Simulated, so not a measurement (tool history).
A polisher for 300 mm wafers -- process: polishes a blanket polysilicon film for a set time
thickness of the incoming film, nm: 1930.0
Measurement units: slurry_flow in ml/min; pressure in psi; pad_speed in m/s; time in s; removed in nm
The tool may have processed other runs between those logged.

{"run": 1, "hour": 0.0, "slurry_flow": 255, "pressure": 1.7, "pad_speed": 1.04, "time": 29, "removed": 144.87}
{"run": 2, "hour": 6.1, "slurry_flow": 255, "pressure": 2, "pad_speed": 1.04, "time": 29, "removed": 171.64}
{"run": 3, "hour": 9.6, "slurry_flow": 255, "pressure": 2.2, "pad_speed": 1.04, "time": 29, "removed": 181.93}
{"run": 4, "hour": 14.1, "slurry_flow": 255, "pressure": 2.1, "pad_speed": 1.04, "time": 29, "removed": 178.2}
{"run": 5, "hour": 18.5, "slurry_flow": 255, "pressure": 2.5, "pad_speed": 1.04, "time": 29, "removed": 208.41}
{"run": 6, "hour": 25.5, "slurry_flow": 300, "pressure": 2.5, "pad_speed": 1.04, "time": 29, "removed": 212.21}

Run 7 has not been measured yet. What should we expect?
{"run": 7, "hour": 32.5, "slurry_flow": 300, "pressure": 2.6, "pad_speed": 1.06, "time": 29, "removed": "?"}

For run 7 the tool returned removed 224.11 nm.
